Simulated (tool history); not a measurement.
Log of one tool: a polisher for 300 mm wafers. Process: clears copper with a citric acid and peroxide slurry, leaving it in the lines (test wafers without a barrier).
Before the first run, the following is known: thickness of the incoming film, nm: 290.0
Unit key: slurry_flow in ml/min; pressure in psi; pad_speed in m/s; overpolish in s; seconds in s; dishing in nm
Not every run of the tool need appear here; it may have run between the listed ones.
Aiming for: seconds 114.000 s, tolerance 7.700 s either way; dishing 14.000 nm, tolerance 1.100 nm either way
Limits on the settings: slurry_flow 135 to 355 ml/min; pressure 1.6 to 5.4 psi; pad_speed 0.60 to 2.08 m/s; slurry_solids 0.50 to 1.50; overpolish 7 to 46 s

run 1 day=0.000 | slurry_flow=225 pressure=3.5 pad_speed=1.34 slurry_solids=1.00 overpolish=24 | seconds=85.723 dishing=55.100
run 2 day=0.333 | slurry_flow=225 pressure=3.1 pad_speed=1.36 slurry_solids=1.00 overpolish=20 | seconds=92.905 dishing=44.289
run 3 day=0.379 | slurry_flow=220 pressure=2.8 pad_speed=1.36 slurry_solids=1.00 overpolish=17 | seconds=103.120 dishing=35.764
run 4 day=0.675 | slurry_flow=220 pressure=2.8 pad_speed=1.16 slurry_solids=1.00 overpolish=17 | seconds=123.420 dishing=30.552
run 5 day=0.888 | slurry_flow=205 pressure=2.5 pad_speed=1.20 slurry_solids=1.10 overpolish=15 | seconds=123.950 dishing=25.613
run 6 day=1.192 | slurry_flow=240 pressure=2.5 pad_speed=1.20 slurry_solids=1.10 overpolish=15 | seconds=125.360 dishing=26.577
run 7 day=1.538 | slurry_flow=215 pressure=2.3 pad_speed=1.24 slurry_solids=1.20 overpolish=13 | seconds=133.380 dishing=23.228
run 8 day=1.788 | slurry_flow=195 pressure=2.2 pad_speed=1.30 slurry_solids=1.25 overpolish=12 | seconds=132.220 dishing=20.644
run 9 day=1.867 | slurry_flow=195 pressure=2.2 pad_speed=1.30 slurry_solids=1.25 overpolish=12 | seconds=128.470 dishing=20.523
run 10 day=2.129 | slurry_flow=180 pressure=2.1 pad_speed=1.38 slurry_solids=1.30 overpolish=11 | seconds=128.750 dishing=19.066
run 11 day=2.408 | slurry_flow=135 pressure=1.6 pad_speed=1.74 slurry_solids=1.50 overpolish=7 | seconds=141.810 dishing=11.669
run 12 day=2.550 | slurry_flow=140 pressure=1.7 pad_speed=1.78 slurry_solids=1.50 overpolish=7 | seconds=123.330 dishing=12.812
run 13 day=2.633 | slurry_flow=145 pressure=1.7 pad_speed=1.78 slurry_solids=1.50 overpolish=7 | seconds=125.210 dishing=13.675

Of the 4 settings listed for the next run, only one would bring every result within its allowed miss of target. Which one?
run A day=2.717 | slurry_flow=145 pressure=1.6 pad_speed=1.86 slurry_solids=1.40 overpolish=7 | seconds=? dishing=?
run B day=2.717 | slurry_flow=165 pressure=1.6 pad_speed=1.70 slurry_solids=1.50 overpolish=7 | seconds=? dishing=?
run C day=2.717 | slurry_flow=135 pressure=1.6 pad_speed=1.66 slurry_solids=1.50 overpolish=7 | seconds=? dishing=?
run D day=2.717 | slurry_flow=150 pressure=1.9 pad_speed=1.78 slurry_solids=1.45 overpolish=7 | seconds=? dishing=?

move=A seconds=130.520 dishing=12.873
move=B seconds=136.380 dishing=12.357
move=C seconds=145.580 dishing=11.624
move=D seconds=113.890 dishing=14.699
A: its largest miss is bigger than the last run's
B: its largest miss is bigger than the last run's
C: its largest miss is bigger than the last run's
D: every result lands within tolerance
Move D is the one to make.
